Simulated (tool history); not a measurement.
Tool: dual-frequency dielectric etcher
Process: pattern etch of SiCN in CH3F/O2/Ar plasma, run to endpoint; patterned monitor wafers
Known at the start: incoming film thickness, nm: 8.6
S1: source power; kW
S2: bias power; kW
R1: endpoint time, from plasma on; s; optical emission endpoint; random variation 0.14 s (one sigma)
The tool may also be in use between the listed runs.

| run | day | S1 | S2 | R1 |
|---|---|---|---|---|
| 1 | 0 | 0.45 | 0.054 | 24.149 |
| 2 | 0.329 | 0.45 | 0.06 | 23.647 |
| 3 | 0.583 | 0.45 | 0.064 | 23.356 |
| 4 | 0.717 | 0.5 | 0.064 | 22.027 |
|  | 0.879 | wet clean of the chamber |
| 5 | 0.879 | 0.55 | 0.064 | 20.423 |
| 6 | 1.071 | 0.49 | 0.064 | 21.687 |
| 7 | 1.404 | 0.44 | 0.063 | 22.803 |

Forecast run 8:
| 8 | 1.542 | 0.39 | 0.06 | ? |

{"run 8": {"R1": 24.52}}
